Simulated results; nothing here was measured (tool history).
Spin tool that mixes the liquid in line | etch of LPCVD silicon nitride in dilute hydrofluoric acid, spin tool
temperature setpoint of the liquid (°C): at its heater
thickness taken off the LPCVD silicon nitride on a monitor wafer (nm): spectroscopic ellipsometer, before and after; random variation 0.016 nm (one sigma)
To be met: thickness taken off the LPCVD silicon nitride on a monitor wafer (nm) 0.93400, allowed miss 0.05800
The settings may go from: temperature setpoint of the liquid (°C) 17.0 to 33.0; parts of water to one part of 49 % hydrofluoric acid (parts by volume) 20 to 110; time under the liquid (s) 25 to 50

run,day,temperature setpoint of the liquid (°C),parts of water to one part of 49 % hydrofluoric acid (parts by volume),time under the liquid (s),thickness taken off the LPCVD silicon nitride on a monitor wafer (nm)
1,0.000,25.0,60,50,0.49805
2,0.188,22.0,60,50,0.40643
3,0.462,22.0,55,50,0.43488
4,0.804,22.0,40,50,0.57477
5,1.112,19.0,40,50,0.49236
6,1.250,19.0,40,50,0.47835
7,1.538,22.0,40,50,0.58118
8,1.571,24.0,40,50,0.69249
9,1.658,25.0,40,50,0.72854
10,1.946,26.0,40,50,0.76399
11,2.075,26.0,40,50,0.80782

Which of these 5 next moves meets every target?
A,2.204,29.0,35,50,?
B,2.204,25.5,40,45,?
C,2.204,24.5,30,50,?
D,2.204,24.0,25,50,?
E,2.204,25.0,40,50,?

move,thickness taken off the LPCVD silicon nitride on a monitor wafer (nm)
A,1.07200
B,0.67150
C,0.92241
D,1.06280
E,0.72147
A: takes the result that was furthest off past its target
B: further off than the last run
C: meets every target
D: takes the result that was furthest off past its target
E: further off than the last run
Answer: C
